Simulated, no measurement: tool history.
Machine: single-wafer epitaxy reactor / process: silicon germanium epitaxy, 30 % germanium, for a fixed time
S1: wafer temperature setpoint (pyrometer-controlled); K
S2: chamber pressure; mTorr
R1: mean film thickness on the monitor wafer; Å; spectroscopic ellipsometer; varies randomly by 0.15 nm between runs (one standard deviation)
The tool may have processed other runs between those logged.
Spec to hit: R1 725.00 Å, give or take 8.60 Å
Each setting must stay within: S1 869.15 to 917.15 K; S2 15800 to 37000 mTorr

run  hour      S1     S2      R1
  1   0.0  893.15  26400  908.68
  2   6.6  891.15  26400  875.66
  3  15.6  887.15  26400  809.35
  4  21.2  886.15  26400  789.03
  5  22.5  879.15  26400  685.76
  6  25.0  874.15  26400  619.31
  7  30.2  875.15  26400  630.95
  8  38.7  876.15  26400  644.57
  9  47.1  884.15  26500  763.16

5 next moves are on the table. One of them brings every result within its allowed miss. Which?
  A  55.5  881.15  30500   ?
  B  55.5  885.15  26000   ?
  C  55.5  890.15  24700   ?
  D  55.5  883.15  26500   ?
  E  55.5  883.15  24100   ?

move      R1
   A  747.38
   B  770.58
   C  838.40
   D  744.43
   E  722.89
A: closer than the last run, but not yet in spec
B: misses by more than the last run did
C: misses by more than the last run did
D: closer than the last run, but not yet in spec
E: hits every target within its allowed miss
Move E is the one to make.
